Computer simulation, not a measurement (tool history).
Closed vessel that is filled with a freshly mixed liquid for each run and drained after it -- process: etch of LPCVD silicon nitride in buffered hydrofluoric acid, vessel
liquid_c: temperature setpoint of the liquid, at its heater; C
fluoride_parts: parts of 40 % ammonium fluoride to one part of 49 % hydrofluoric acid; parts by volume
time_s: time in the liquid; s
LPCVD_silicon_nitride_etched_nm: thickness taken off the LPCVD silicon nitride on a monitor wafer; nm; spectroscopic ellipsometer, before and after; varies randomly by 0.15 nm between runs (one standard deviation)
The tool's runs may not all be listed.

| run | hour | liquid_c | fluoride_parts | time_s | LPCVD_silicon_nitride_etched_nm |
|---|---|---|---|---|---|
| 1 | 0.0 | 22.0 | 14.5 | 2985 | 27.975 |
| 2 | 8.7 | 21.0 | 14.5 | 2985 | 26.953 |
| 3 | 11.3 | 19.5 | 14.5 | 2985 | 24.644 |
| 4 | 19.9 | 19.0 | 14.5 | 2985 | 23.560 |
| 5 | 28.5 | 19.0 | 11.0 | 2985 | 31.468 |
| 6 | 33.3 | 18.5 | 11.5 | 2985 | 29.150 |
| 7 | 37.0 | 18.5 | 12.0 | 2985 | 28.065 |
| 8 | 38.6 | 18.5 | 12.5 | 2985 | 26.418 |

Predict the results of run 9:
| 9 | 39.4 | 18.5 | 12.5 | 2985 | ? |

{"run 9": {"LPCVD_silicon_nitride_etched_nm": 26.459}}
